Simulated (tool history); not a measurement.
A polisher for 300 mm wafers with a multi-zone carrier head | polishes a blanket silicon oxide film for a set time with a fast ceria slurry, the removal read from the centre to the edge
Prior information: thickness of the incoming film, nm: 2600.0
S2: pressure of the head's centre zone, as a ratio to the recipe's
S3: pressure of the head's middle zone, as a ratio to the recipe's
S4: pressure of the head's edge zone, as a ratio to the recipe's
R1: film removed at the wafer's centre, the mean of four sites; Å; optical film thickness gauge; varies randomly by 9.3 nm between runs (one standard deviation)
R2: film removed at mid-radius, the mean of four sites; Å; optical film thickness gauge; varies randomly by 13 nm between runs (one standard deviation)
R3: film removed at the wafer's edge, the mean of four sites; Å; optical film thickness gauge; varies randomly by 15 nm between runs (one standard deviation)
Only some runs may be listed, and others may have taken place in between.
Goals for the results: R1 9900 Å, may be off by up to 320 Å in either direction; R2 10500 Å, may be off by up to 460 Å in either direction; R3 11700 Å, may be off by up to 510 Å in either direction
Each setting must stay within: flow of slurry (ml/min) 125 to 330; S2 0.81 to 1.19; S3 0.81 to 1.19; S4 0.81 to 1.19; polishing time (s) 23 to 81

Run 1, hour 0: flow of slurry (ml/min) 210, S2 1, S3 1, S4 1, polishing time (s) 52. Result: R1 9199.2 Å, R2 9333.3 Å, R3 9297.5 Å.
Run 2, hour 6.1: flow of slurry (ml/min) 210, S2 1, S3 1, S4 1, polishing time (s) 46. Result: R1 8209.8 Å, R2 8424.8 Å, R3 8108.8 Å.
Run 3, hour 10.8: flow of slurry (ml/min) 210, S2 1, S3 0.92, S4 1, polishing time (s) 46. Result: R1 8083.3 Å, R2 7705.5 Å, R3 8226.5 Å.
Run 4, hour 16.6: flow of slurry (ml/min) 210, S2 0.93, S3 0.92, S4 1, polishing time (s) 46. Result: R1 7616.5 Å, R2 7696.1 Å, R3 8023 Å.
Run 5, hour 18.7: flow of slurry (ml/min) 205, S2 0.93, S3 0.93, S4 1.02, polishing time (s) 48. Result: R1 7769.9 Å, R2 8114.3 Å, R3 8354.6 Å.
Run 6, hour 25.1: flow of slurry (ml/min) 205, S2 0.93, S3 0.93, S4 1.04, polishing time (s) 50. Result: R1 8196.3 Å, R2 8351.7 Å, R3 8928 Å.
Run 7, hour 27.3: flow of slurry (ml/min) 205, S2 0.93, S3 0.94, S4 1.05, polishing time (s) 51. Result: R1 8244.8 Å, R2 8546 Å, R3 9217.6 Å.
Run 8, hour 34.4: flow of slurry (ml/min) 210, S2 0.94, S3 0.95, S4 1.06, polishing time (s) 52. Result: R1 8725.7 Å, R2 8803.3 Å, R3 9343.7 Å.

Below are 5 possible settings for the next run. Only one of them brings all results inside the allowed miss of their targets. Which is it?
Run A, hour 41.5: flow of slurry (ml/min) 125, S2 0.81, S3 0.91, S4 1.07, polishing time (s) 68. Result: R1 ?, R2 ?, R3 ?.
Run B, hour 41.5: flow of slurry (ml/min) 185, S2 0.89, S3 0.92, S4 1.11, polishing time (s) 64. Result: R1 ?, R2 ?, R3 ?.
Run C, hour 41.5: flow of slurry (ml/min) 310, S2 0.98, S3 1.14, S4 1.08, polishing time (s) 57. Result: R1 ?, R2 ?, R3 ?.
Run D, hour 41.5: flow of slurry (ml/min) 155, S2 0.86, S3 0.88, S4 1.16, polishing time (s) 71. Result: R1 ?, R2 ?, R3 ?.
Run E, hour 41.5: flow of slurry (ml/min) 225, S2 0.84, S3 0.9, S4 0.99, polishing time (s) 45. Result: R1 ?, R2 ?, R3 ?.

move      R1      R2      R3
   A  8951.9   10379   11602
   B  9883.1   10436   11596
   C   10339   11784   10593
   D   10305   10891   12933
   E  6729.9  7381.1  7844.4
A: the furthest-off result lands on target, but another misses its tolerance
B: meets every target
C: better than the last run, though not everything is in spec
D: moves the result that the last run missed by most past its target, out the other side
E: the biggest miss grows against the last run
B meets every target.
